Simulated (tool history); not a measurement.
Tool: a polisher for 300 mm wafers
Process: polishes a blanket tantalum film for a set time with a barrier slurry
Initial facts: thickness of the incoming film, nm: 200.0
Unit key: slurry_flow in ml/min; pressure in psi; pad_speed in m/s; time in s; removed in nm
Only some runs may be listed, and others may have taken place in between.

run,day,slurry_flow,pressure,pad_speed,slurry_solids,time,removed
1,0,235,2.5,0.84,1,26,52.916
2,0.038,235,2.5,0.94,1,26,57.466
3,0.138,230,2.3,0.94,1,26,51.674
4,0.167,230,2.3,0.94,1,26,51.643
5,0.438,220,2.2,0.94,1,26,49.498
6,0.804,215,2.1,0.94,1,26,47.149

Expected results for the next run?
7,0.958,210,2,0.94,1,26,?

{"run 7": {"removed": 45.491}}

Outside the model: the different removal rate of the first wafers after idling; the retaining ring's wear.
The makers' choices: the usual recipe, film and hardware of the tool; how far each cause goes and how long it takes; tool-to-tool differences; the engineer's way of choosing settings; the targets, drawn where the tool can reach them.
